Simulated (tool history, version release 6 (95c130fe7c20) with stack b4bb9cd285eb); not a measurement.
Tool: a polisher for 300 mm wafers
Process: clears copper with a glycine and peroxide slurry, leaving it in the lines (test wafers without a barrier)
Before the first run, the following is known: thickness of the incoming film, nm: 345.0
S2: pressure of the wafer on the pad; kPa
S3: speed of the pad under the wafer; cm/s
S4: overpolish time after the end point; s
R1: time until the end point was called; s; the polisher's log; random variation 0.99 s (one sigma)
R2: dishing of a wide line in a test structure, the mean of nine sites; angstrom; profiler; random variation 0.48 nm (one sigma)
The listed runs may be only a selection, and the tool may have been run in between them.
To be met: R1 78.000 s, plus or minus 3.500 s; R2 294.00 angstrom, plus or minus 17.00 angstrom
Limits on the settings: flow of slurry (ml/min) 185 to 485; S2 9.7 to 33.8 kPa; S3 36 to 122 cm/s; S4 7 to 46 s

run 1 hour=0.0 | flow_of_slurry_(ml/min)=310 S2=21.4 S3=78 S4=24 | R1=63.032 R2=715.55
run 2 hour=1.5 | flow_of_slurry_(ml/min)=265 S2=17.2 S3=84 S4=18 | R1=64.610 R2=564.97
run 3 hour=3.9 | flow_of_slurry_(ml/min)=265 S2=17.2 S3=84 S4=14 | R1=64.692 R2=473.40
run 4 hour=10.6 | flow_of_slurry_(ml/min)=265 S2=14.5 S3=84 S4=14 | R1=71.531 R2=444.89
run 5 hour=11.2 | flow_of_slurry_(ml/min)=240 S2=13.1 S3=86 S4=12 | R1=72.522 R2=385.35
run 6 hour=14.2 | flow_of_slurry_(ml/min)=240 S2=9.7 S3=86 S4=12 | R1=81.159 R2=356.33
run 7 hour=21.1 | flow_of_slurry_(ml/min)=185 S2=9.7 S3=90 S4=7 | R1=78.563 R2=227.33
run 8 hour=24.7 | flow_of_slurry_(ml/min)=205 S2=9.7 S3=90 S4=7 | R1=78.682 R2=225.73
run 9 hour=30.8 | flow_of_slurry_(ml/min)=235 S2=9.7 S3=90 S4=7 | R1=78.251 R2=230.07
run 10 hour=31.5 | flow_of_slurry_(ml/min)=235 S2=10.3 S3=86 S4=8 | R1=80.997 R2=258.73

Which single option among these 5 for the next run brings every result within its allowed miss of target? Just one does.
run A hour=32.2 | flow_of_slurry_(ml/min)=320 S2=10.3 S3=84 S4=8 | R1=? R2=?
run B hour=32.2 | flow_of_slurry_(ml/min)=215 S2=9.7 S3=78 S4=9 | R1=? R2=?
run C hour=32.2 | flow_of_slurry_(ml/min)=235 S2=12.4 S3=94 S4=7 | R1=? R2=?
run D hour=32.2 | flow_of_slurry_(ml/min)=225 S2=13.8 S3=78 S4=9 | R1=? R2=?
run E hour=32.2 | flow_of_slurry_(ml/min)=280 S2=12.4 S3=70 S4=10 | R1=? R2=?

move=A R1=78.202 R2=256.33
move=B R1=87.312 R2=258.35
move=C R1=69.147 R2=253.80
move=D R1=77.151 R2=288.34
move=E R1=85.210 R2=290.38
A: lands further from the targets than the last run did
B: lands further from the targets than the last run did
C: lands further from the targets than the last run did
D: hits every target within its allowed miss
E: meets the target for the result that was furthest off, but another lies outside its allowed miss
The move that meets every target is D.
